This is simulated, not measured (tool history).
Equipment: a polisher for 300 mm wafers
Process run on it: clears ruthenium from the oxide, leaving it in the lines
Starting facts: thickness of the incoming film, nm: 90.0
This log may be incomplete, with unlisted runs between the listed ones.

| run | hour | flow of slurry (ml/min) | pressure of the wafer on the pad (kPa) | speed of the pad under the wafer (m/s) | overpolish time after the end point (s) | time until the end point was called (s) |
|---|---|---|---|---|---|---|
| 1 | 0.0 | 225 | 10.3 | 1.02 | 16 | 99.922 |
| 2 | 4.4 | 225 | 11.0 | 1.02 | 16 | 96.018 |
| 3 | 8.7 | 225 | 11.7 | 1.04 | 16 | 87.334 |
| 4 | 17.6 | 225 | 12.4 | 1.04 | 16 | 82.643 |
| 5 | 25.2 | 260 | 12.4 | 1.04 | 16 | 81.414 |
| 6 | 29.8 | 260 | 13.1 | 1.06 | 16 | 75.873 |
| 7 | 35.8 | 260 | 13.8 | 1.08 | 16 | 70.036 |
| 8 | 39.6 | 260 | 15.2 | 1.10 | 16 | 63.450 |
| 9 | 42.2 | 265 | 15.2 | 1.10 | 16 | 62.943 |

Run 10, settings as shown, results not yet in. Your forecast:
| 10 | 43.6 | 275 | 15.9 | 1.14 | 16 | ? |

time until the end point was called (s): 57.197

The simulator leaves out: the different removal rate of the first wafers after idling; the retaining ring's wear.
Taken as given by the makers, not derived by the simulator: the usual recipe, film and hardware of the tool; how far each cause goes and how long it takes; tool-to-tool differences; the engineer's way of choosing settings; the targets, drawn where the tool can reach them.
